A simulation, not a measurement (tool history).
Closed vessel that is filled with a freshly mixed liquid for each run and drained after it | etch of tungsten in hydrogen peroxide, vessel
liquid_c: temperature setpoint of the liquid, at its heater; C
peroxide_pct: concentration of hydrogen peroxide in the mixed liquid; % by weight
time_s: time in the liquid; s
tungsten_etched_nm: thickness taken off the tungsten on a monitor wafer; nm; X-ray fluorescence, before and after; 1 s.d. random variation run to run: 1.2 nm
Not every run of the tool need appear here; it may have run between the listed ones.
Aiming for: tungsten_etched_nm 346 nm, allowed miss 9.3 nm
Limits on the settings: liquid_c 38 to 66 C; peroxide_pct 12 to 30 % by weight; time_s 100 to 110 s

run,hour,liquid_c,peroxide_pct,time_s,tungsten_etched_nm
1,0,54,21,100,203.52
2,0.9,54,24.5,100,220.84
3,3.9,54,24.5,100,219.68
4,10.6,54,27,100,231.16
5,17.2,55,27,100,245.3
6,19.5,55,23,100,226.15
7,22.6,56,23,100,239.71
8,25.9,57,23,100,255.28
9,32.3,57.5,23,100,261.77
10,40.7,57.5,23,100,262.37
11,41.9,58,23,100,269.92
12,45.9,58.5,23,100,277.69
13,53.9,59,23,100,285.31
14,55.1,59.5,23,100,294.59
15,57.3,59.5,23,100,294.69
16,58.9,60,23,100,303.31
17,65.8,60.5,23,100,311.84
18,72.5,61.5,23,100,331.39

Which single option among these 5 for the next run brings every result within its allowed miss of target? Just one does.
A,79.2,60,25.5,100,?
B,79.2,61.5,21,100,?
C,79.2,59.5,22,110,?
D,79.2,59,25.5,105,?
E,79.2,64,18.5,100,?

move,tungsten_etched_nm
A,318.9
B,315.35
C,316.58
D,316.08
E,340.94
A: moves away from the targets compared with the last run
B: moves away from the targets compared with the last run
C: moves away from the targets compared with the last run
D: moves away from the targets compared with the last run
E: each result inside its tolerance
E meets every target.

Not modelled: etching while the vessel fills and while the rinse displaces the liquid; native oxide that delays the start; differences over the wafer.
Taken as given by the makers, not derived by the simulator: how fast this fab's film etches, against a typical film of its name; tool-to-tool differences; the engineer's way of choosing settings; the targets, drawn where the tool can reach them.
